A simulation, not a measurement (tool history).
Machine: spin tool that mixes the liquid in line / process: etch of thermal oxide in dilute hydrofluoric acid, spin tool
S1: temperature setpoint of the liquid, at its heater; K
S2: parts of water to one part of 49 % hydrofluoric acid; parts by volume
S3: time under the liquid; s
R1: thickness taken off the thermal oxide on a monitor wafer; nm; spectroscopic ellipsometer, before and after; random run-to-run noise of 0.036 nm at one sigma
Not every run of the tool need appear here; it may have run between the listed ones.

run,hour,S1,S2,S3,R1
1,0,295.15,140,300,9.2818
2,3.8,295.15,110,300,12.359
3,10,292.15,110,300,10.927
4,13.9,291.65,140,300,8.0411
5,18.7,291.15,160,300,6.737
6,25.1,291.15,200,300,5.1784

Expected results for the next run?
7,32.8,290.65,205,300,?

{"run 7": {"R1": 5.0151}}
